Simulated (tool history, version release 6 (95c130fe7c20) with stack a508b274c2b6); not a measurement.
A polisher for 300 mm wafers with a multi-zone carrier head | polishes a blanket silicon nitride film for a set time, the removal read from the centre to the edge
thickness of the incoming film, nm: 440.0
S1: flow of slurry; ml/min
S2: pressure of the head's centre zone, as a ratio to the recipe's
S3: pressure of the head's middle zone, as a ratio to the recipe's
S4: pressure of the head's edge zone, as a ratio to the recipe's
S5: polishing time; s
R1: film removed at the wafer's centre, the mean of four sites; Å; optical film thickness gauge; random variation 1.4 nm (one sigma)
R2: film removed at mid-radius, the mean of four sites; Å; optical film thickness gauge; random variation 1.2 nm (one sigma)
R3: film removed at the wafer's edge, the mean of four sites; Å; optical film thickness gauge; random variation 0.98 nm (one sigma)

run,day,S1,S2,S3,S4,S5,R1,R2,R3
1,0.000,250,1.00,1.00,1.00,81,1363.4,1325.7,1360.5
2,0.217,285,1.00,1.00,1.00,81,1367.3,1344.2,1382.3
3,0.329,285,1.00,0.96,1.00,81,1415.9,1320.7,1374.1
4,0.371,265,0.98,0.92,1.01,79,1337.3,1246.1,1345.4
5,0.633,265,0.98,0.99,1.01,79,1288.1,1313.7,1344.7
6,0.671,250,0.98,0.95,1.01,77,1258.1,1241.3,1301.6
7,0.871,240,0.99,0.91,1.01,76,1272.5,1155.1,1285.7

Forecast run 8:
8,0.996,240,0.99,0.91,1.01,76,?,?,?

{"run 8": {"R1": 1239.4, "R2": 1190.5, "R3": 1273.3}}
